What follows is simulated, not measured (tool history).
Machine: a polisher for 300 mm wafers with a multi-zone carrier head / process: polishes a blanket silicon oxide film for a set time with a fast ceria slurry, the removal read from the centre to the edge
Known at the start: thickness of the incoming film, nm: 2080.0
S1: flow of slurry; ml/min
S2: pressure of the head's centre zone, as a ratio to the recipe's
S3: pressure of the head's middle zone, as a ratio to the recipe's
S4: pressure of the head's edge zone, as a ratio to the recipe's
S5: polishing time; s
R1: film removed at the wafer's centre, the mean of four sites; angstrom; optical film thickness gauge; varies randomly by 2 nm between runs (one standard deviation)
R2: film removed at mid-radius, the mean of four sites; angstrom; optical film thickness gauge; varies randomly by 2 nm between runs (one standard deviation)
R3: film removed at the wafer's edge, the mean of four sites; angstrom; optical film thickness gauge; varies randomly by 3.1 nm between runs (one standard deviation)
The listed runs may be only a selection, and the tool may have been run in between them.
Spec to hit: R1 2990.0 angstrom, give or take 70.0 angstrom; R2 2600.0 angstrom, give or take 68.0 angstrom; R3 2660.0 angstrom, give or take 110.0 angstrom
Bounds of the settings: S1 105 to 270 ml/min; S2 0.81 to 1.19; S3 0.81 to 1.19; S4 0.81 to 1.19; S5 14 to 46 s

run 1 day=0.000 | S1=175 S2=1.00 S3=1.00 S4=1.00 S5=30 | R1=3885.8 R2=3800.0 R3=3949.0
run 2 day=0.296 | S1=175 S2=1.01 S3=0.99 S4=0.97 S5=29 | R1=3782.7 R2=3658.0 R3=3872.5
run 3 day=0.396 | S1=175 S2=1.01 S3=1.03 S4=0.97 S5=29 | R1=3798.1 R2=3753.4 R3=3813.2
run 4 day=0.421 | S1=175 S2=1.01 S3=0.97 S4=0.97 S5=29 | R1=3802.6 R2=3587.3 R3=3723.7
run 5 day=0.654 | S1=175 S2=1.01 S3=0.97 S4=0.91 S5=29 | R1=3782.3 R2=3608.7 R3=3652.5
run 6 day=1.012 | S1=170 S2=1.01 S3=0.95 S4=0.89 S5=28 | R1=3665.2 R2=3411.3 R3=3566.0
-- day=1.292 edge zone pressure recalibrated
run 7 day=1.292 | S1=180 S2=1.01 S3=0.94 S4=0.88 S5=27 | R1=3564.5 R2=3285.0 R3=3189.6
run 8 day=1.392 | S1=175 S2=1.00 S3=0.92 S4=0.88 S5=26 | R1=3412.2 R2=3143.6 R3=3141.9
run 9 day=1.433 | S1=175 S2=1.00 S3=0.90 S4=0.88 S5=25 | R1=3218.8 R2=2997.2 R3=2953.3
run 10 day=1.512 | S1=170 S2=1.00 S3=0.89 S4=0.88 S5=25 | R1=3228.3 R2=2880.5 R3=2997.4
run 11 day=1.821 | S1=170 S2=1.00 S3=0.88 S4=0.87 S5=25 | R1=3235.5 R2=2940.7 R3=2969.4
run 12 day=2.158 | S1=170 S2=1.00 S3=0.87 S4=0.87 S5=25 | R1=3224.5 R2=2851.4 R3=2955.3
run 13 day=2.467 | S1=170 S2=1.00 S3=0.86 S4=0.86 S5=25 | R1=3206.3 R2=2825.0 R3=2951.6
run 14 day=2.696 | S1=170 S2=1.00 S3=0.85 S4=0.85 S5=25 | R1=3216.7 R2=2829.5 R3=2962.0
run 15 day=2.921 | S1=170 S2=1.00 S3=0.84 S4=0.85 S5=25 | R1=3232.4 R2=2843.6 R3=2975.7
run 16 day=3.042 | S1=130 S2=1.03 S3=0.85 S4=0.81 S5=23 | R1=2909.3 R2=2492.1 R3=2580.4
run 17 day=3.379 | S1=135 S2=1.03 S3=0.85 S4=0.81 S5=23 | R1=2896.5 R2=2530.6 R3=2578.7
run 18 day=3.717 | S1=140 S2=1.03 S3=0.85 S4=0.81 S5=23 | R1=2983.8 R2=2517.6 R3=2614.6

Exercise: of the 5 proposed moves below, exactly one satisfies all targets within the stated allowed misses. Which move is it?
run A day=4.054 | S1=135 S2=1.09 S3=0.81 S4=0.90 S5=23 | R1=? R2=? R3=?
run B day=4.054 | S1=105 S2=1.08 S3=0.82 S4=0.82 S5=24 | R1=? R2=? R3=?
run C day=4.054 | S1=110 S2=1.01 S3=0.81 S4=0.92 S5=25 | R1=? R2=? R3=?
run D day=4.054 | S1=115 S2=1.11 S3=0.90 S4=0.91 S5=22 | R1=? R2=? R3=?
run E day=4.054 | S1=125 S2=1.03 S3=0.87 S4=0.82 S5=24 | R1=? R2=? R3=?

move=A R1=3120.8 R2=2430.4 R3=2681.9
move=B R1=3014.0 R2=2407.9 R3=2574.4
move=C R1=2975.7 R2=2520.4 R3=2848.5
move=D R1=2918.1 R2=2393.3 R3=2510.9
move=E R1=3018.8 R2=2607.6 R3=2650.6
A: the biggest miss grows against the last run
B: the biggest miss grows against the last run
C: the biggest miss grows against the last run
D: the biggest miss grows against the last run
E: each result inside its tolerance
E is the move that brings every result within its allowed miss.
